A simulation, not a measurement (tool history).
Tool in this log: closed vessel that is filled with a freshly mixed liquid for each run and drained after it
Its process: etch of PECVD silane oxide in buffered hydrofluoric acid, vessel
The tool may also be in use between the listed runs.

run,hour,temperature setpoint of the liquid (K),parts of 40 % ammonium fluoride to one part of 49 % hydrofluoric acid (parts by volume),time in the liquid (s),thickness taken off the PECVD silane oxide on a monitor wafer (Å)
1,0,294.15,17,100,2540.2
2,8.5,293.65,17,100,2484.6
3,13,297.15,17,100,3017.9
4,16.9,297.15,20.5,100,2501.8
5,21.7,296.65,20.5,100,2447.3
6,29,296.65,20.5,105,2577.3
7,34.5,292.65,20.5,105,2058.7

Estimate the outcome of run 8 from the log above:
8,41.4,291.65,20.5,105,?

Logged for run 8: thickness taken off the PECVD silane oxide on a monitor wafer (Å) 1936.6.
